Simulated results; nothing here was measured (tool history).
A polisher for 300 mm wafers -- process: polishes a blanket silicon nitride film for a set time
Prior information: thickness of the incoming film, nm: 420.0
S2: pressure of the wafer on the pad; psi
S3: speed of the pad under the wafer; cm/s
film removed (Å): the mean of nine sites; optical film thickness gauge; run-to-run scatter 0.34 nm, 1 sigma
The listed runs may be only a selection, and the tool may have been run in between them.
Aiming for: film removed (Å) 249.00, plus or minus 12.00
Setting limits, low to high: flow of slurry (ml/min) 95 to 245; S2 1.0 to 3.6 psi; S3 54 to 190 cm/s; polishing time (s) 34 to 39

{"run": 1, "day": 0.0, "flow of slurry (ml/min)": 155, "S2": 2.3, "S3": 122, "polishing time (s)": 39, "film removed (Å)": 588.98}
{"run": 2, "day": 0.367, "flow of slurry (ml/min)": 155, "S2": 2.3, "S3": 122, "polishing time (s)": 34, "film removed (Å)": 516.18}
{"run": 3, "day": 0.65, "flow of slurry (ml/min)": 155, "S2": 2.3, "S3": 148, "polishing time (s)": 34, "film removed (Å)": 597.6}
{"run": 4, "day": 0.692, "flow of slurry (ml/min)": 150, "S2": 2.0, "S3": 134, "polishing time (s)": 34, "film removed (Å)": 473.38}
{"run": 5, "day": 0.725, "flow of slurry (ml/min)": 145, "S2": 1.8, "S3": 130, "polishing time (s)": 34, "film removed (Å)": 421.6}
{"run": 6, "day": 0.983, "flow of slurry (ml/min)": 170, "S2": 1.8, "S3": 130, "polishing time (s)": 34, "film removed (Å)": 434.88}
{"run": 7, "day": 1.321, "flow of slurry (ml/min)": 165, "S2": 1.6, "S3": 124, "polishing time (s)": 34, "film removed (Å)": 368.57}
{"run": 8, "day": 1.4, "flow of slurry (ml/min)": 165, "S2": 1.5, "S3": 122, "polishing time (s)": 34, "film removed (Å)": 340.35}
{"run": 9, "day": 1.654, "flow of slurry (ml/min)": 165, "S2": 1.4, "S3": 120, "polishing time (s)": 34, "film removed (Å)": 315.5}
{"run": 10, "day": 1.854, "flow of slurry (ml/min)": 160, "S2": 1.0, "S3": 114, "polishing time (s)": 34, "film removed (Å)": 218.98}
{"run": 11, "day": 1.938, "flow of slurry (ml/min)": 165, "S2": 1.0, "S3": 114, "polishing time (s)": 34, "film removed (Å)": 226.34}
{"day": 2.067, "done": "slurry nozzle cleaned"}
{"run": 12, "day": 2.067, "flow of slurry (ml/min)": 170, "S2": 1.0, "S3": 114, "polishing time (s)": 34, "film removed (Å)": 235.86}
{"run": 13, "day": 2.4, "flow of slurry (ml/min)": 175, "S2": 1.0, "S3": 114, "polishing time (s)": 34, "film removed (Å)": 236.89}

Of the 5 settings listed for the next run, only one would bring every result within its allowed miss of target. Which one?
{"run": "A", "day": 2.733, "flow of slurry (ml/min)": 175, "S2": 1.0, "S3": 108, "polishing time (s)": 34, "film removed (Å)": "?"}
{"run": "B", "day": 2.733, "flow of slurry (ml/min)": 180, "S2": 1.0, "S3": 110, "polishing time (s)": 34, "film removed (Å)": "?"}
{"run": "C", "day": 2.733, "flow of slurry (ml/min)": 185, "S2": 1.0, "S3": 110, "polishing time (s)": 37, "film removed (Å)": "?"}
{"run": "D", "day": 2.733, "flow of slurry (ml/min)": 180, "S2": 1.1, "S3": 110, "polishing time (s)": 37, "film removed (Å)": "?"}
{"run": "E", "day": 2.733, "flow of slurry (ml/min)": 145, "S2": 1.2, "S3": 110, "polishing time (s)": 35, "film removed (Å)": "?"}

move=A film_removed_(Å)=230.13
move=B film_removed_(Å)=234.41
move=C film_removed_(Å)=256.01
move=D film_removed_(Å)=278.91
move=E film_removed_(Å)=277.67
A: the biggest miss grows against the last run
B: the biggest miss grows against the last run
C: hits every target within its allowed miss
D: the result that was furthest off in the last run now lies on the other side of its target
E: the result that was furthest off in the last run now lies on the other side of its target
The move that meets every target is C.

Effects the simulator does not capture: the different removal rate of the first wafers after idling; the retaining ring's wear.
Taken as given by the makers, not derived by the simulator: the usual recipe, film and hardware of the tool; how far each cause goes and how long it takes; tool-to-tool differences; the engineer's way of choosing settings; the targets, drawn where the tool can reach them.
